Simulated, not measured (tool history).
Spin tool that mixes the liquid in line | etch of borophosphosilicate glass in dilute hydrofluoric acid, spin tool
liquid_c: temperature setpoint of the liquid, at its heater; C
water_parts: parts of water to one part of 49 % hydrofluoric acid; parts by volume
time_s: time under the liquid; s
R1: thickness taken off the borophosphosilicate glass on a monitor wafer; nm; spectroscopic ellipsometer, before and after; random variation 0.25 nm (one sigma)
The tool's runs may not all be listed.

run 1 day=0.000 | liquid_c=26.0 water_parts=195 time_s=150 | R1=57.260
run 2 day=0.112 | liquid_c=26.0 water_parts=125 time_s=150 | R1=97.595
run 3 day=0.304 | liquid_c=23.5 water_parts=125 time_s=150 | R1=89.301
run 4 day=0.604 | liquid_c=23.0 water_parts=140 time_s=150 | R1=77.779
run 5 day=0.821 | liquid_c=22.5 water_parts=155 time_s=150 | R1=67.040
run 6 day=1.008 | liquid_c=25.0 water_parts=155 time_s=150 | R1=72.418

The next listed run, before its measurement:
run 7 day=1.342 | liquid_c=21.0 water_parts=235 time_s=150 | R1=?

{"run 7": {"R1": 37.819}}

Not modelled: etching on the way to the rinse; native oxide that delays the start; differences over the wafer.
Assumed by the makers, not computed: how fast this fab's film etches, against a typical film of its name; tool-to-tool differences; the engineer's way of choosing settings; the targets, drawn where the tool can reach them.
